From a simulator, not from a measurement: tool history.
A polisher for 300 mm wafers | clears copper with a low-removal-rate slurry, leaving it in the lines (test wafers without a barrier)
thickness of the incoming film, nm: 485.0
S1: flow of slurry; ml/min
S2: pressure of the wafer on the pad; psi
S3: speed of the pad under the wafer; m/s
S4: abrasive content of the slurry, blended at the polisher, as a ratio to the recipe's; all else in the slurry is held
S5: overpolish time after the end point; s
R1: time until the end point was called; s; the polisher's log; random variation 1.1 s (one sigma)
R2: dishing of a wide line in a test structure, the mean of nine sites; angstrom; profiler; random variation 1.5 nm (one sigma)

{"run": 1, "hour": 0.0, "S1": 185, "S2": 2.5, "S3": 1.28, "S4": 1, "S5": 25, "R1": 116.29, "R2": 493.54}
{"run": 2, "hour": 6.8, "S1": 185, "S2": 2.5, "S3": 1.28, "S4": 1, "S5": 17, "R1": 111.16, "R2": 358.42}
{"run": 3, "hour": 12.4, "S1": 185, "S2": 2.7, "S3": 1.32, "S4": 1, "S5": 19, "R1": 103.33, "R2": 429.15}
{"run": 4, "hour": 15.7, "S1": 185, "S2": 2.7, "S3": 1.1, "S4": 1, "S5": 19, "R1": 121.03, "R2": 397.91}
{"run": 5, "hour": 24.2, "S1": 185, "S2": 2.9, "S3": 1.16, "S4": 1, "S5": 20, "R1": 106.18, "R2": 445.81}
{"run": 6, "hour": 27.0, "S1": 185, "S2": 2.9, "S3": 1.42, "S4": 1, "S5": 20, "R1": 90.449, "R2": 512.97}
{"run": 7, "hour": 33.9, "S1": 185, "S2": 3.1, "S3": 1.44, "S4": 1, "S5": 21, "R1": 83.775, "R2": 559.78}
{"run": 8, "hour": 41.2, "S1": 185, "S2": 3.2, "S3": 1.46, "S4": 1, "S5": 22, "R1": 81.462, "R2": 598.89}

Run 9 comes next. What will it give?
{"run": 9, "hour": 43.3, "S1": 185, "S2": 3.9, "S3": 1.52, "S4": 1, "S5": 27, "R1": "?", "R2": "?"}

R1: 64.709 s
R2: 800.11 angstrom
